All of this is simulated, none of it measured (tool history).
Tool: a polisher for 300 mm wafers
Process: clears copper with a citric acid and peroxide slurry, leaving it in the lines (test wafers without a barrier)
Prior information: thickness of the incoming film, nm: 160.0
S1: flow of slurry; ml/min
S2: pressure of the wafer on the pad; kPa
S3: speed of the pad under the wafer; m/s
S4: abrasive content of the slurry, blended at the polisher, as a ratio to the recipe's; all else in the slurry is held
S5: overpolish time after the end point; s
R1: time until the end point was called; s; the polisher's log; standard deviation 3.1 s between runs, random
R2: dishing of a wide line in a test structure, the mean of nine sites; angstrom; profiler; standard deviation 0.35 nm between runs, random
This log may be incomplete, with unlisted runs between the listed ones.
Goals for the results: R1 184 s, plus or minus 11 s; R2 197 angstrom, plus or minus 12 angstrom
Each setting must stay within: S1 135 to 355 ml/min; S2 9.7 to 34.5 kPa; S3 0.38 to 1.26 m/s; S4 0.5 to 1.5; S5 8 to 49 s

run 1 hour=0 | S1=225 S2=22.1 S3=0.82 S4=1 S5=25 | R1=97.421 R2=288.78
run 2 hour=6.9 | S1=225 S2=22.1 S3=0.82 S4=1.15 S5=25 | R1=98.088 R2=304.44
run 3 hour=9.7 | S1=225 S2=22.1 S3=0.82 S4=1.25 S5=25 | R1=99.017 R2=294.69
run 4 hour=10.6 | S1=225 S2=22.1 S3=0.82 S4=1.45 S5=25 | R1=92.119 R2=298.06
run 5 hour=16.4 | S1=225 S2=22.1 S3=0.82 S4=1.45 S5=34 | R1=90.304 R2=389.01
run 6 hour=19.7 | S1=225 S2=22.1 S3=0.64 S4=1.45 S5=34 | R1=112.17 R2=329.8
run 7 hour=23.7 | S1=225 S2=20 S3=0.64 S4=1.45 S5=34 | R1=127.64 R2=299.28
run 8 hour=28.2 | S1=225 S2=18.6 S3=0.64 S4=1.45 S5=33 | R1=138.2 R2=278.64
run 9 hour=30.4 | S1=225 S2=17.9 S3=0.64 S4=1.45 S5=32 | R1=139.88 R2=266.5
run 10 hour=32.3 | S1=225 S2=17.2 S3=0.64 S4=1.45 S5=31 | R1=144.01 R2=255.76
run 11 hour=41.2 | S1=225 S2=11 S3=0.62 S4=1.45 S5=29 | R1=228.01 R2=152.41

Of the 4 settings listed for the next run, only one would bring every result within its allowed miss of target. Which one?
run A hour=50.1 | S1=240 S2=17.9 S3=0.56 S4=1.3 S5=29 | R1=? R2=?
run B hour=50.1 | S1=210 S2=12.4 S3=0.7 S4=1.5 S5=31 | R1=? R2=?
run C hour=50.1 | S1=220 S2=14.5 S3=0.7 S4=1.5 S5=31 | R1=? R2=?
run D hour=50.1 | S1=250 S2=14.5 S3=0.5 S4=1.5 S5=34 | R1=? R2=?

move=A R1=160.07 R2=215.42
move=B R1=186.41 R2=196.39
move=C R1=160.12 R2=226.38
move=D R1=207.49 R2=195.28
A: pushes the last run's worst result past its target
B: all results in spec
C: pushes the last run's worst result past its target
D: nearer than the last run, and not there yet
Go with B: it meets all targets.

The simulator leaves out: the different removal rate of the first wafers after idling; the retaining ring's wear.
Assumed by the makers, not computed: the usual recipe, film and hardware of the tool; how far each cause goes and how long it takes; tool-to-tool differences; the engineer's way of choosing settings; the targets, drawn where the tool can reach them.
